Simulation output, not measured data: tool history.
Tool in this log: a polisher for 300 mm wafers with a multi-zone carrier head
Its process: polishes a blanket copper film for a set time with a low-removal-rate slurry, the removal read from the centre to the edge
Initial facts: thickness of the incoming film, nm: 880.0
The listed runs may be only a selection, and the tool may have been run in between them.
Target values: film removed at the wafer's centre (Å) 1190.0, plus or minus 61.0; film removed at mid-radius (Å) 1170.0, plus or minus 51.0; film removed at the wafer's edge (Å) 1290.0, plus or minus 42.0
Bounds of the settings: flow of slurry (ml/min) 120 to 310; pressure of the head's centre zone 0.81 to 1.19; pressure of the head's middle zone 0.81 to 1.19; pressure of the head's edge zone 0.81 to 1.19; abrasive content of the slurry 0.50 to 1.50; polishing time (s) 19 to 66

run	hour	flow of slurry (ml/min)	pressure of the head's centre zone	pressure of the head's middle zone	pressure of the head's edge zone	abrasive content of the slurry	polishing time (s)	film removed at the wafer's centre (Å)	film removed at mid-radius (Å)	film removed at the wafer's edge (Å)
1	0.0	200	1.00	1.00	1.00	1.00	42	1442.3	1403.0	1412.3
2	5.2	200	1.00	1.00	0.93	1.00	42	1384.7	1395.9	1345.4
3	13.0	200	1.00	1.00	0.93	0.85	42	1381.6	1327.9	1334.0
4	15.1	200	1.00	1.00	0.89	0.85	42	1393.4	1331.3	1296.4
5	21.2	195	0.99	0.99	0.89	0.85	42	1340.1	1365.8	1304.0
6	25.1	195	0.99	1.07	0.89	0.85	42	1379.7	1443.9	1316.4
7	29.0	195	0.99	1.07	0.89	0.85	42	1347.2	1406.0	1285.3
8	33.3	190	0.98	1.05	0.90	0.80	42	1362.7	1398.0	1287.5

Exactly one of the 4 candidate moves below puts every result within its allowed miss. Which one?
A	37.6	210	1.09	0.94	0.85	0.80	39	?	?	?
B	37.6	170	1.06	1.16	0.81	0.85	47	?	?	?
C	37.6	230	0.94	0.81	1.03	0.85	38	?	?	?
D	37.6	260	0.90	0.89	1.01	1.05	37	?	?	?

move	film removed at the wafer's centre (Å)	film removed at mid-radius (Å)	film removed at the wafer's edge (Å)
A	1345.9	1215.1	1163.2
B	1552.0	1713.9	1350.0
C	1202.4	1068.8	1263.8
D	1191.5	1177.7	1270.6
A: the furthest-off result lands on target, but another misses its tolerance
B: further off than the last run
C: moves the result that the last run missed by most past its target, out the other side
D: every result within its allowed miss
Answer: D
